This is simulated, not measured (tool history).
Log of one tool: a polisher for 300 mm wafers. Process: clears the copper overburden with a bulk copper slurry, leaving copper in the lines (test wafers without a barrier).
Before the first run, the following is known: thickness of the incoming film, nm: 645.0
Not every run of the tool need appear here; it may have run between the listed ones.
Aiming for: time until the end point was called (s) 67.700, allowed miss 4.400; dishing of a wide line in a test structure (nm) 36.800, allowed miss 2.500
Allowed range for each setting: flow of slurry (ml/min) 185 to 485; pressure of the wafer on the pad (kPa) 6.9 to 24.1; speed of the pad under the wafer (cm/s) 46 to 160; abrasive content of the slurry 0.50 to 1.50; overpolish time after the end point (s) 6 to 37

run  hour  flow of slurry (ml/min)  pressure of the wafer on the pad (kPa)  speed of the pad under the wafer (cm/s)  abrasive content of the slurry  overpolish time after the end point (s)  time until the end point was called (s)  dishing of a wide line in a test structure (nm)
  1   0.0                      310                                    15.2                                      102                            1.00                                       19                                   92.866                                           68.202
  2   8.6                      325                                    13.8                                      114                            1.10                                       17                                   90.750                                           65.461
  3   9.3                      300                                    14.5                                      116                            1.00                                       15                                   91.079                                           61.488
  4  12.9                      300                                    17.2                                      116                            1.00                                       15                                   74.212                                           70.785
  5  19.8                      300                                    17.2                                      134                            1.00                                       15                                   64.542                                           76.089
  6  24.9                      335                                    16.5                                      138                            0.90                                       13                                   62.828                                           66.349
  7  33.8                      360                                    15.9                                      140                            0.85                                       12                                   67.661                                           62.606
  8  38.4                      385                                    15.2                                      144                            0.80                                       11                                   70.760                                           56.886
  9  46.7                      475                                    13.8                                      160                            0.55                                        6                                   75.457                                           33.347

Of the 5 settings listed for the next run, only one would bring every result within its allowed miss of target. Which one?
  A  55.0                      460                                    12.4                                      160                            0.50                                       10                                        ?                                                ?
  B  55.0                      420                                    13.1                                      158                            0.50                                        9                                        ?                                                ?
  C  55.0                      430                                    13.8                                      158                            0.95                                        6                                        ?                                                ?
  D  55.0                      485                                    12.4                                      156                            0.80                                        7                                        ?                                                ?
  E  55.0                      470                                    11.7                                      160                            0.75                                        9                                        ?                                                ?

move  time until the end point was called (s)  dishing of a wide line in a test structure (nm)
   A                                   80.204                                           45.813
   B                                   77.525                                           43.524
   C                                   63.741                                           36.827
   D                                   73.754                                           36.808
   E                                   77.274                                           43.212
A: moves away from the targets compared with the last run
B: moves away from the targets compared with the last run
C: every result lands within tolerance
D: an improvement on the last run, though not all results are within tolerance
E: moves away from the targets compared with the last run
The move that meets every target is C.
